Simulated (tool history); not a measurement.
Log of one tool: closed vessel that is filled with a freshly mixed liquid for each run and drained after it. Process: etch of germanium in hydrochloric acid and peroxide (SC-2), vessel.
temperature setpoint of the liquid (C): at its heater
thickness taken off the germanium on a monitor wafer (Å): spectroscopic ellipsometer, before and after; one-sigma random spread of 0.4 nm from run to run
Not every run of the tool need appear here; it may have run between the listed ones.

run,hour,temperature setpoint of the liquid (C),parts of water to one part each of 37 % hydrochloric acid and 30 % peroxide (parts by volume),time in the liquid (s),thickness taken off the germanium on a monitor wafer (Å)
1,0,61,11.5,30,798.24
2,1.6,62,11.5,30,817.62
3,3.9,62,10,30,832.5
4,12.5,62,10,30,839.61
5,16.9,56,10,30,700.96
6,25,56,10,30,699.88
7,31.2,64,9.5,30,886.23

Expected results for the next run?
8,33.2,64.5,9.5,30,?

thickness taken off the germanium on a monitor wafer (Å): 904.68
